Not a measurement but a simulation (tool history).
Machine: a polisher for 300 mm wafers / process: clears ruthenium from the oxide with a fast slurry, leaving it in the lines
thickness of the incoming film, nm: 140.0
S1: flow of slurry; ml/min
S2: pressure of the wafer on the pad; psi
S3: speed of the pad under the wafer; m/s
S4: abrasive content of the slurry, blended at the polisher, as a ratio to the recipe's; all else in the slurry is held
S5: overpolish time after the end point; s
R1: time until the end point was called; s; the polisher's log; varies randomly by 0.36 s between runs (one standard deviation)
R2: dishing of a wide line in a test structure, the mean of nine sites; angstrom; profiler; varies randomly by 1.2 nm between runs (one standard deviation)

run  hour   S1   S2    S3  S4  S5      R1      R2
  1     0  305  3.3  0.92   1  10  35.298  300.83
  2   5.2  305  3.3  0.92   1   9  36.931  278.62
  3  12.2  305  2.8  0.92   1   9  43.116  236.65
  4  13.8  305  2.8  0.92   1  12  42.224  309.97
  5  21.2  305  2.8  0.92   1   9  43.197  243.36
  6  23.4  305    3  0.92   1  10   39.86  286.26
  7  28.2  305  3.2  0.92   1  10  36.669  288.97
  8  32.1  305  3.3  0.92   1  11  36.576  328.77
  9  37.8  305  3.4  0.92   1  11  34.696   329.1
 10    40  305  3.5  0.92   1  11  35.109  347.83
 11  48.2  305  3.7  0.92   1  11  32.321  361.19
 12  56.7  305  3.7  0.92   1  11  32.768   363.8
 13  63.6  305  3.8  0.92   1  11  31.549  365.72
 14  71.2  305  3.8  0.92   1  11  32.028  350.35
 15  75.9  305  3.8  0.92   1  11  31.493  364.42
 16    81  305  3.9  0.92   1  11  31.432  374.47
 17  88.5  305  3.9  0.92   1  11  30.456  371.15
 18  92.4  305    4  0.92   1  11  29.831  369.23

What will run 19 give?
 19  94.8  305  4.8  0.96   1  15   ?   ?

R1: 24.067 s
R2: 537.01 angstrom
